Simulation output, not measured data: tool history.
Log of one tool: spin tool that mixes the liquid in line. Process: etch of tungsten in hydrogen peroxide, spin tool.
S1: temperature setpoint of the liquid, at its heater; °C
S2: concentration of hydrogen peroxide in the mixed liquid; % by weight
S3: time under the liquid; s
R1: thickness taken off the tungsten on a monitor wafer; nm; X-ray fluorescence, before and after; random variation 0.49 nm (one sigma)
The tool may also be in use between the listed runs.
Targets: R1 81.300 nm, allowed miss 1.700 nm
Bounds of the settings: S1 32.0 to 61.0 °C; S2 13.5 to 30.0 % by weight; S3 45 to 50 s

{"run": 1, "hour": 0.0, "S1": 45.0, "S2": 25.5, "S3": 45, "R1": 49.512}
{"run": 2, "hour": 1.5, "S1": 45.0, "S2": 25.5, "S3": 50, "R1": 55.531}
{"run": 3, "hour": 9.4, "S1": 45.0, "S2": 25.5, "S3": 45, "R1": 49.384}
{"run": 4, "hour": 16.4, "S1": 41.5, "S2": 25.5, "S3": 45, "R1": 39.783}
{"run": 5, "hour": 24.4, "S1": 43.0, "S2": 25.5, "S3": 45, "R1": 43.342}
{"run": 6, "hour": 32.7, "S1": 43.0, "S2": 20.0, "S3": 45, "R1": 38.45}
{"run": 7, "hour": 40.8, "S1": 44.5, "S2": 20.0, "S3": 45, "R1": 42.214}
{"run": 8, "hour": 46.5, "S1": 46.0, "S2": 20.0, "S3": 45, "R1": 46.875}
{"run": 9, "hour": 51.5, "S1": 47.0, "S2": 20.0, "S3": 45, "R1": 49.275}

Which of these 4 next moves meets every target?
{"run": "A", "hour": 56.5, "S1": 38.0, "S2": 13.5, "S3": 45, "R1": "?"}
{"run": "B", "hour": 56.5, "S1": 53.0, "S2": 20.5, "S3": 50, "R1": "?"}
{"run": "C", "hour": 56.5, "S1": 56.0, "S2": 23.5, "S3": 50, "R1": "?"}
{"run": "D", "hour": 56.5, "S1": 39.5, "S2": 19.5, "S3": 45, "R1": "?"}

move=A R1=23.159
move=B R1=81.451
move=C R1=104.240
move=D R1=30.712
A: further off than the last run
B: meets every target
C: takes the result that was furthest off past its target
D: further off than the last run
Move B is the one to make.

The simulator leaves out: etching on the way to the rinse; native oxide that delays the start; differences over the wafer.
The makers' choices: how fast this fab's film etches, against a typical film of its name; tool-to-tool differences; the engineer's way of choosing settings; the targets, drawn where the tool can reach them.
